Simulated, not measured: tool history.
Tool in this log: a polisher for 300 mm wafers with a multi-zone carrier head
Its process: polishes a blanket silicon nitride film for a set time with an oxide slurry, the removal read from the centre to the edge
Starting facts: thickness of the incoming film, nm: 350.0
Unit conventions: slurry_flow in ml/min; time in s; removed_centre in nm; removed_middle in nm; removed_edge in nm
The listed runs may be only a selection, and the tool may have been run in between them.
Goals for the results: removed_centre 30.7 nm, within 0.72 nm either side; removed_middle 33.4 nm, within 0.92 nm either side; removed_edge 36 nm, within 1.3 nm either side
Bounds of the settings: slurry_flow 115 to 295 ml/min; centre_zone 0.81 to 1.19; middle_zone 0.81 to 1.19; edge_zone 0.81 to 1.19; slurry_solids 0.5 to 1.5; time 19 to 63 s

{"run": 1, "hour": 0.0, "slurry_flow": 190, "centre_zone": 1, "middle_zone": 1, "edge_zone": 1, "slurry_solids": 1, "time": 41, "removed_centre": 25.174, "removed_middle": 25.879, "removed_edge": 26.625}
{"run": 2, "hour": 7.3, "slurry_flow": 190, "centre_zone": 1, "middle_zone": 0.93, "edge_zone": 1, "slurry_solids": 1, "time": 41, "removed_centre": 25.54, "removed_middle": 24.771, "removed_edge": 27.349}
{"run": 3, "hour": 14.8, "slurry_flow": 190, "centre_zone": 1, "middle_zone": 0.93, "edge_zone": 0.95, "slurry_solids": 1, "time": 41, "removed_centre": 25.652, "removed_middle": 24.879, "removed_edge": 25.825}
{"run": 4, "hour": 16.7, "slurry_flow": 190, "centre_zone": 1, "middle_zone": 0.93, "edge_zone": 0.95, "slurry_solids": 1.15, "time": 41, "removed_centre": 27.306, "removed_middle": 26.702, "removed_edge": 28.145}
{"run": 5, "hour": 17.4, "slurry_flow": 190, "centre_zone": 1, "middle_zone": 0.99, "edge_zone": 0.95, "slurry_solids": 1.15, "time": 41, "removed_centre": 27.155, "removed_middle": 27.401, "removed_edge": 28.462}
{"hour": 20.1, "done": "edge zone pressure recalibrated"}
{"run": 6, "hour": 20.1, "slurry_flow": 205, "centre_zone": 1.01, "middle_zone": 1.03, "edge_zone": 0.99, "slurry_solids": 1.2, "time": 41, "removed_centre": 28.471, "removed_middle": 28.872, "removed_edge": 28.908}
{"run": 7, "hour": 27.7, "slurry_flow": 200, "centre_zone": 0.99, "middle_zone": 1.04, "edge_zone": 1.02, "slurry_solids": 1.3, "time": 41, "removed_centre": 28.725, "removed_middle": 29.961, "removed_edge": 29.789}
{"run": 8, "hour": 35.0, "slurry_flow": 195, "centre_zone": 0.96, "middle_zone": 1.02, "edge_zone": 1.05, "slurry_solids": 1.35, "time": 42, "removed_centre": 29.247, "removed_middle": 30.808, "removed_edge": 31.445}

Which single option among these 4 for the next run brings every result within its allowed miss of target? Just one does.
{"run": "A", "hour": 42.3, "slurry_flow": 115, "centre_zone": 0.93, "middle_zone": 1.02, "edge_zone": 1.14, "slurry_solids": 1.5, "time": 49, "removed_centre": "?", "removed_middle": "?", "removed_edge": "?"}
{"run": "B", "hour": 42.3, "slurry_flow": 150, "centre_zone": 0.88, "middle_zone": 0.83, "edge_zone": 1.12, "slurry_solids": 1.35, "time": 44, "removed_centre": "?", "removed_middle": "?", "removed_edge": "?"}
{"run": "C", "hour": 42.3, "slurry_flow": 195, "centre_zone": 0.89, "middle_zone": 0.97, "edge_zone": 1.11, "slurry_solids": 1.35, "time": 47, "removed_centre": "?", "removed_middle": "?", "removed_edge": "?"}
{"run": "D", "hour": 42.3, "slurry_flow": 160, "centre_zone": 0.91, "middle_zone": 1.01, "edge_zone": 0.99, "slurry_solids": 1.25, "time": 52, "removed_centre": "?", "removed_middle": "?", "removed_edge": "?"}

move=A removed_centre=32.307 removed_middle=35.034 removed_edge=37.837
move=B removed_centre=27.609 removed_middle=28.374 removed_edge=33.101
move=C removed_centre=30.801 removed_middle=33.513 removed_edge=35.947
move=D removed_centre=32.714 removed_middle=35.746 removed_edge=35.741
A: pushes the last run's worst result past its target
B: its largest miss is bigger than the last run's
C: all results in spec
D: meets the target for the result that was furthest off, but another lies outside its allowed miss
The move that meets every target is C.
